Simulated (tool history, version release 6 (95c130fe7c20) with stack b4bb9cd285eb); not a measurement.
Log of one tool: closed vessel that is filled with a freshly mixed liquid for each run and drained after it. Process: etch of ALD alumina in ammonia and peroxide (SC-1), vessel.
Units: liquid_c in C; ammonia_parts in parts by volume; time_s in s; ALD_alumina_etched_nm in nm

{"run": 1, "hour": 0.0, "liquid_c": 47.0, "ammonia_parts": 0.8, "time_s": 625, "ALD_alumina_etched_nm": 21.764}
{"run": 2, "hour": 3.9, "liquid_c": 47.5, "ammonia_parts": 0.8, "time_s": 625, "ALD_alumina_etched_nm": 22.429}
{"run": 3, "hour": 6.8, "liquid_c": 48.0, "ammonia_parts": 0.8, "time_s": 625, "ALD_alumina_etched_nm": 23.067}
{"run": 4, "hour": 10.5, "liquid_c": 48.0, "ammonia_parts": 0.8, "time_s": 625, "ALD_alumina_etched_nm": 23.128}
{"run": 5, "hour": 16.5, "liquid_c": 48.5, "ammonia_parts": 0.8, "time_s": 625, "ALD_alumina_etched_nm": 23.667}
{"run": 6, "hour": 21.3, "liquid_c": 43.5, "ammonia_parts": 0.8, "time_s": 625, "ALD_alumina_etched_nm": 17.83}
{"hour": 23.4, "done": "thermometer replaced"}
{"run": 7, "hour": 23.4, "liquid_c": 44.5, "ammonia_parts": 0.8, "time_s": 625, "ALD_alumina_etched_nm": 20.8}

Forecast run 8:
{"run": 8, "hour": 31.7, "liquid_c": 45.5, "ammonia_parts": 0.8, "time_s": 625, "ALD_alumina_etched_nm": "?"}

ALD_alumina_etched_nm: 21.964 nm
